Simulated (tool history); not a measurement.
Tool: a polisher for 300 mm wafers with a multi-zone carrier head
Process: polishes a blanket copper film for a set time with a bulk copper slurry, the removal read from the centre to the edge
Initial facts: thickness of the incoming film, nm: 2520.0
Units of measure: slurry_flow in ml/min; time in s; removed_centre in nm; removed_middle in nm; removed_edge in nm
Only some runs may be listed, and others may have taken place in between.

{"run": 1, "hour": 0.0, "slurry_flow": 285, "centre_zone": 1.0, "middle_zone": 1.0, "edge_zone": 1.0, "slurry_solids": 1.0, "time": 71, "removed_centre": 613.48, "removed_middle": 616.4, "removed_edge": 611.88}
{"run": 2, "hour": 1.2, "slurry_flow": 285, "centre_zone": 1.0, "middle_zone": 0.95, "edge_zone": 1.0, "slurry_solids": 1.0, "time": 71, "removed_centre": 608.81, "removed_middle": 584.95, "removed_edge": 602.02}
{"run": 3, "hour": 9.5, "slurry_flow": 285, "centre_zone": 1.0, "middle_zone": 0.95, "edge_zone": 1.07, "slurry_solids": 1.0, "time": 71, "removed_centre": 614.72, "removed_middle": 598.46, "removed_edge": 622.43}
{"run": 4, "hour": 10.7, "slurry_flow": 285, "centre_zone": 1.0, "middle_zone": 0.95, "edge_zone": 1.1, "slurry_solids": 1.0, "time": 71, "removed_centre": 605.78, "removed_middle": 590.29, "removed_edge": 630.61}
{"run": 5, "hour": 13.0, "slurry_flow": 235, "centre_zone": 1.0, "middle_zone": 0.95, "edge_zone": 1.1, "slurry_solids": 1.0, "time": 71, "removed_centre": 592.29, "removed_middle": 574.33, "removed_edge": 624.66}
{"run": 6, "hour": 14.8, "slurry_flow": 235, "centre_zone": 1.0, "middle_zone": 0.95, "edge_zone": 1.1, "slurry_solids": 1.0, "time": 55, "removed_centre": 467.14, "removed_middle": 451.81, "removed_edge": 472.43}

Run 7 has not been measured yet. What should we expect?
{"run": 7, "hour": 21.0, "slurry_flow": 245, "centre_zone": 1.02, "middle_zone": 0.97, "edge_zone": 1.11, "slurry_solids": 1.05, "time": 57, "removed_centre": "?", "removed_middle": "?", "removed_edge": "?"}

{"run 7": {"removed_centre": 499.07, "removed_middle": 477.98, "removed_edge": 506.33}}
